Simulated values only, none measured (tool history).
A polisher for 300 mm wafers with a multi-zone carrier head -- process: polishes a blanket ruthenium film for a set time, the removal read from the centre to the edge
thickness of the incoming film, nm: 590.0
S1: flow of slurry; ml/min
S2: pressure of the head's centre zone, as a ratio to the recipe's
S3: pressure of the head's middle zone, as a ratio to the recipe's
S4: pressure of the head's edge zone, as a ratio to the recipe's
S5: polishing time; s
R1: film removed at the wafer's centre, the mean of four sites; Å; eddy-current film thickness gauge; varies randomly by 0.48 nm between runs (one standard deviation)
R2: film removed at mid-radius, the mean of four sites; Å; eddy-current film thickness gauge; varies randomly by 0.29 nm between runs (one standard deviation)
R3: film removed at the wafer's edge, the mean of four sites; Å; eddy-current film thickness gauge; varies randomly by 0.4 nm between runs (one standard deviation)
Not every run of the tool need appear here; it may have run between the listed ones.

run,hour,S1,S2,S3,S4,S5,R1,R2,R3
1,0.0,305,1.00,1.00,1.00,56,498.03,487.54,520.35
2,2.0,305,1.00,1.00,1.08,56,496.26,486.30,544.82
3,2.8,305,1.00,1.00,1.08,46,407.93,400.05,445.93
4,11.7,315,1.01,1.02,1.05,46,414.10,405.11,437.57
5,16.6,315,1.01,1.02,1.02,46,404.66,405.19,429.02
6,17.4,320,1.03,1.04,1.00,46,424.03,410.90,423.47

Run 7 comes next. What will it give?
7,18.6,325,1.03,1.06,0.98,46,?,?,?

Logged for run 7: R1 420.22 Å, R2 417.53 Å, R3 423.79 Å.
